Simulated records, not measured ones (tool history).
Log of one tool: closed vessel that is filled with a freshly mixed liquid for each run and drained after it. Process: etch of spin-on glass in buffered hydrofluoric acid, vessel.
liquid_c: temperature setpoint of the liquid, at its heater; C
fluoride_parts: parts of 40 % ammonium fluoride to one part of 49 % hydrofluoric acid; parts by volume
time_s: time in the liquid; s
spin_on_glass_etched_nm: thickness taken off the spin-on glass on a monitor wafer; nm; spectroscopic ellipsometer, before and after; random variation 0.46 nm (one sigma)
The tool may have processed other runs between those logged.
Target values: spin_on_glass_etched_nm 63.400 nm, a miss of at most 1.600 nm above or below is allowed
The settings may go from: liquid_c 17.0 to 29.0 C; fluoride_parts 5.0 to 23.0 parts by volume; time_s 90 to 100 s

run	hour	liquid_c	fluoride_parts	time_s	spin_on_glass_etched_nm
1	0.0	21.0	14.0	90	117.810
2	7.8	21.0	14.0	100	128.560
3	13.9	21.0	14.0	100	129.720
4	15.2	20.5	14.5	100	123.110
5	16.1	20.0	15.0	100	114.220
6	21.0	19.5	15.5	100	106.100
7	29.2	19.0	16.0	100	102.840
8	29.7	19.0	16.5	100	98.022
9	33.0	19.0	17.0	100	96.291
10	38.2	19.0	17.5	100	92.894
11	43.2	19.0	18.0	100	90.765
12	49.8	19.0	18.5	100	88.958
13	54.1	19.0	19.0	100	86.466
14	55.8	19.0	19.5	100	83.985
15	62.2	19.0	20.0	100	81.125
16	65.6	18.0	21.0	100	75.254
17	71.3	17.0	23.0	100	66.692

Below are 4 possible settings for the next run. Only one of them brings all results inside the allowed miss of their targets. Which is it?
A	77.0	17.0	22.5	95	?
B	77.0	18.5	23.0	95	?
C	77.0	19.5	20.5	90	?
D	77.0	17.0	21.0	95	?

move	spin_on_glass_etched_nm
A	63.606
B	68.243
C	74.071
D	66.714
A: in spec on every target
B: moves away from the targets compared with the last run
C: moves away from the targets compared with the last run
D: about the same distance from the targets as the last run
The right move is A.

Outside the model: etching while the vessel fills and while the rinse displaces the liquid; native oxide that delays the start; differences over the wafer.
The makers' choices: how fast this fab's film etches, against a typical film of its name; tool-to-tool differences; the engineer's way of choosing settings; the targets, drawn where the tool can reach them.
